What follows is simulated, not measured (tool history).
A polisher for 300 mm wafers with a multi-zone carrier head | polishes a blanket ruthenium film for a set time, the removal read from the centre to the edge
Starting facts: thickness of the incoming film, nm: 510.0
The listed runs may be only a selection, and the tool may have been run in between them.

| run | hour | flow of slurry (ml/min) | pressure of the head's centre zone | pressure of the head's middle zone | pressure of the head's edge zone | polishing time (s) | film removed at the wafer's centre (angstrom) | film removed at mid-radius (angstrom) | film removed at the wafer's edge (angstrom) |
|---|---|---|---|---|---|---|---|---|---|
| 1 | 0.0 | 215 | 1.00 | 1.00 | 1.00 | 76 | 1141.50 | 1171.70 | 1174.00 |
| 2 | 5.1 | 210 | 1.00 | 0.97 | 1.00 | 71 | 1045.60 | 1055.40 | 1122.60 |
| 3 | 5.7 | 210 | 1.01 | 0.95 | 0.98 | 66 | 994.59 | 955.18 | 1025.00 |
| 4 | 13.6 | 205 | 1.00 | 0.93 | 0.96 | 63 | 933.05 | 905.90 | 955.10 |
| 5 | 21.8 | 205 | 1.04 | 0.93 | 0.96 | 63 | 982.88 | 899.47 | 945.91 |
| 6 | 23.5 | 245 | 1.04 | 0.93 | 0.96 | 63 | 996.42 | 917.49 | 970.90 |
| 7 | 29.5 | 240 | 1.03 | 0.91 | 0.95 | 61 | 962.04 | 879.94 | 949.12 |
| 8 | 30.3 | 240 | 1.03 | 0.91 | 0.95 | 61 | 960.70 | 859.06 | 955.83 |

Run 9 is up next; what results do you expect?
| 9 | 37.2 | 235 | 1.02 | 0.90 | 0.93 | 59 | ? | ? | ? |

{"run 9": {"film removed at the wafer's centre (angstrom)": 917.89, "film removed at mid-radius (angstrom)": 868.06, "film removed at the wafer's edge (angstrom)": 907.97}}

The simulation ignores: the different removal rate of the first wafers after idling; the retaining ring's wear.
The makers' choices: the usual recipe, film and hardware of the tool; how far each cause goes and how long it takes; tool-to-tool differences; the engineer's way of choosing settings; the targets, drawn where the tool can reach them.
